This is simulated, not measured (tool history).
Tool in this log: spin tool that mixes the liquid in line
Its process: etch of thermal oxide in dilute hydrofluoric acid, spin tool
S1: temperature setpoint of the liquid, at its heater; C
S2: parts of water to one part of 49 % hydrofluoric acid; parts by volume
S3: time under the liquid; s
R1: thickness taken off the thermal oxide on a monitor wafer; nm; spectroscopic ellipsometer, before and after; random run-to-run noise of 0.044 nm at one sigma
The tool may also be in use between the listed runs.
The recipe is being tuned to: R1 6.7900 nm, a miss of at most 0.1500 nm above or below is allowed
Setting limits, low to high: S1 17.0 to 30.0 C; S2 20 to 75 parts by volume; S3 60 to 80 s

run  hour    S1  S2  S3       R1
  1   0.0  22.0  45  80   9.1042
  2   2.7  24.5  45  80  10.0160
  3   7.5  22.0  45  80   9.0744
  4  11.7  20.5  45  80   8.4461
  5  19.4  19.5  45  80   8.1867
  6  22.6  19.5  45  60   6.0988
  7  30.1  20.0  45  60   6.3130
  8  34.0  20.5  45  60   6.4327
  9  41.9  21.0  45  60   6.5353

Exactly one of the 4 candidate moves below puts every result within its allowed miss. Which one?
  A  49.8  21.0  50  65   ?
  B  49.8  21.5  45  65   ?
  C  49.8  20.0  45  65   ?
  D  49.8  21.0  55  80   ?

move      R1
   A  6.3168
   B  7.2127
   C  6.7685
   D  7.0245
A: lands further from the targets than the last run did
B: the result that was furthest off in the last run now lies on the other side of its target
C: meets every target
D: the result that was furthest off in the last run now lies on the other side of its target
Go with C: it meets all targets.
